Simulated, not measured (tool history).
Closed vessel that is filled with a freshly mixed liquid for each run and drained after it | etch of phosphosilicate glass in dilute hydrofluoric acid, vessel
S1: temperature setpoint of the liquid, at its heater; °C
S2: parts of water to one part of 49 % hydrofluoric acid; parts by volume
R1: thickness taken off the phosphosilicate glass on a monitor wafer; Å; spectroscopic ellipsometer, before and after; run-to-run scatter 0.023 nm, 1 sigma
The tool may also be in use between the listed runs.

run 1 day=0.000 | S1=24.0 S2=230 time_in_the_liquid_(s)=30 | R1=62.369
run 2 day=0.383 | S1=22.0 S2=255 time_in_the_liquid_(s)=30 | R1=51.004
run 3 day=0.675 | S1=25.0 S2=255 time_in_the_liquid_(s)=30 | R1=55.882
run 4 day=0.950 | S1=23.0 S2=275 time_in_the_liquid_(s)=30 | R1=47.491
run 5 day=1.117 | S1=23.0 S2=275 time_in_the_liquid_(s)=30 | R1=47.527
run 6 day=1.450 | S1=21.5 S2=290 time_in_the_liquid_(s)=30 | R1=42.541
run 7 day=1.825 | S1=20.5 S2=300 time_in_the_liquid_(s)=30 | R1=39.185
run 8 day=1.921 | S1=19.5 S2=310 time_in_the_liquid_(s)=30 | R1=36.326

Expected results for the next run?
run 9 day=2.296 | S1=19.0 S2=315 time_in_the_liquid_(s)=30 | R1=?

Logged for run 9: R1 35.127 Å.
